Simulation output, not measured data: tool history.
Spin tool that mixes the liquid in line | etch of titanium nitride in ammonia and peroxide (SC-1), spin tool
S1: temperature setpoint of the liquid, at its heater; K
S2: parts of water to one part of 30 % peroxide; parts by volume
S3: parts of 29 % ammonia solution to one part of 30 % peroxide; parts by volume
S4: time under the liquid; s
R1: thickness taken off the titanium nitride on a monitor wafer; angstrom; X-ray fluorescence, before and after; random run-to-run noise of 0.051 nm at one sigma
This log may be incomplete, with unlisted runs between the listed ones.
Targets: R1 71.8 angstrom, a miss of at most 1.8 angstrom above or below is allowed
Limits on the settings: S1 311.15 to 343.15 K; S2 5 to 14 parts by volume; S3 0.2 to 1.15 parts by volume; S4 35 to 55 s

run 1 hour=0 | S1=327.15 S2=7.5 S3=0.65 S4=55 | R1=46.681
run 2 hour=2.2 | S1=331.65 S2=7.5 S3=0.65 S4=55 | R1=63.153
run 3 hour=7.9 | S1=332.15 S2=7.5 S3=0.65 S4=55 | R1=64.882
run 4 hour=16.2 | S1=332.15 S2=7.5 S3=0.65 S4=55 | R1=65.925
run 5 hour=20.3 | S1=332.15 S2=7.5 S3=0.45 S4=55 | R1=60.994
run 6 hour=21.7 | S1=332.15 S2=7.5 S3=0.45 S4=55 | R1=61.354
run 7 hour=23.7 | S1=332.65 S2=7.5 S3=0.45 S4=55 | R1=62.687
run 8 hour=26.4 | S1=333.15 S2=7.5 S3=0.45 S4=55 | R1=66.011

Next run, 5 choices. One meets every target within its allowed miss, the rest don't. Which?
run A hour=29.1 | S1=333.15 S2=5 S3=0.35 S4=55 | R1=?
run B hour=29.1 | S1=332.65 S2=6 S3=0.45 S4=55 | R1=?
run C hour=29.1 | S1=336.15 S2=8 S3=0.4 S4=55 | R1=?
run D hour=29.1 | S1=333.15 S2=8 S3=0.65 S4=55 | R1=?
run E hour=29.1 | S1=332.15 S2=6.5 S3=0.55 S4=55 | R1=?

move=A R1=77.584
move=B R1=71.732
move=C R1=76.526
move=D R1=68.311
move=E R1=68.97
A: carries the result that was furthest off beyond its target, to the other side
B: every result within its allowed miss
C: carries the result that was furthest off beyond its target, to the other side
D: gains on the last run, yet a result remains outside its allowed miss
E: gains on the last run, yet a result remains outside its allowed miss
B is the move that brings every result within its allowed miss.
